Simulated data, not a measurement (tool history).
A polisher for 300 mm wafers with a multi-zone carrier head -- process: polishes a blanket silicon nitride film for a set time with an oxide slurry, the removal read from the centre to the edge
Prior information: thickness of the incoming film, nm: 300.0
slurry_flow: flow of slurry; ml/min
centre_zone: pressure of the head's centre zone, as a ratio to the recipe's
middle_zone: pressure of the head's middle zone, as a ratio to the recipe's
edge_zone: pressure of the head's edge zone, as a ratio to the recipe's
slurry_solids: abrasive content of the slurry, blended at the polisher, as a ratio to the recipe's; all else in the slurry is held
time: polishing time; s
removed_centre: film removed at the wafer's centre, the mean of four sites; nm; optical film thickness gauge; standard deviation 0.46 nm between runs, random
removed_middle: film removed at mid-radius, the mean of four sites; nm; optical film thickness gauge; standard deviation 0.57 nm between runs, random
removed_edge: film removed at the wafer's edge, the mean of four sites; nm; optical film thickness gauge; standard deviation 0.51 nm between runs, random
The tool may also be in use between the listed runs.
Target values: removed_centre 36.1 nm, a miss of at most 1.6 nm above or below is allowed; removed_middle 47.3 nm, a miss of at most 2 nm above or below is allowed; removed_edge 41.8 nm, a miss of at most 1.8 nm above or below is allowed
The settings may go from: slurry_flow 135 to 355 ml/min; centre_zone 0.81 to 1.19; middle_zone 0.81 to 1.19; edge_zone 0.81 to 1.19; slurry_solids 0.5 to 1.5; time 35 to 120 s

run	day	slurry_flow	centre_zone	middle_zone	edge_zone	slurry_solids	time	removed_centre	removed_middle	removed_edge
1	0	225	1	1	1	1	77	70.936	70.928	70.168
2	0.133	215	0.95	1.02	0.98	0.85	72	55.592	60.697	57.63
3	0.188	205	0.91	1.02	0.95	0.75	72	47.125	53.26	51.016
4	0.271	205	0.97	1.02	0.95	0.75	72	52.274	54.061	50.81
5	0.633	165	0.97	1.02	0.95	0.75	72	48.373	52.194	49.738
6	0.962	165	0.97	1.02	0.92	0.75	72	48.985	53.378	49.169
7	1.196	160	0.93	1.03	0.9	0.7	72	44.216	48.99	44.88
8	1.462	155	0.9	1.05	0.9	0.7	72	41.66	50.097	44.026
9	1.646	150	0.88	1.05	0.9	0.7	72	40.753	48.5	45.529
10	2.004	175	0.83	1.14	0.87	0.5	71	27.518	39.266	31.075
11	2.138	175	0.85	1.14	0.92	0.55	70	31.367	42.928	35.553
12	2.467	175	0.86	1.14	0.95	0.55	70	31.447	42.488	36.191
13	2.767	180	0.87	1.14	0.97	0.55	70	32.446	42.469	37.069

Of the 5 settings listed for the next run, only one would bring every result within its allowed miss of target. Which one?
A	3.067	150	0.81	1.05	1.18	0.5	80	?	?	?
B	3.067	155	0.88	0.97	1.11	0.65	65	?	?	?
C	3.067	135	0.81	1.18	0.89	0.65	70	?	?	?
D	3.067	135	0.81	1.13	1	0.65	63	?	?	?
E	3.067	215	0.84	1.11	0.96	0.75	58	?	?	?

move	removed_centre	removed_middle	removed_edge
A	29.208	38.022	39.934
B	34.651	38.774	42.16
C	33.096	47.763	39.755
D	29.776	41.405	37.816
E	35.7	46.579	41.295
A: moves away from the targets compared with the last run
B: corrects the largest miss of the last run, while another result sits out of spec
C: moves toward the targets from the last run without getting all of them in spec
D: moves away from the targets compared with the last run
E: meets every target
So the answer is move E, the one that meets all the targets.

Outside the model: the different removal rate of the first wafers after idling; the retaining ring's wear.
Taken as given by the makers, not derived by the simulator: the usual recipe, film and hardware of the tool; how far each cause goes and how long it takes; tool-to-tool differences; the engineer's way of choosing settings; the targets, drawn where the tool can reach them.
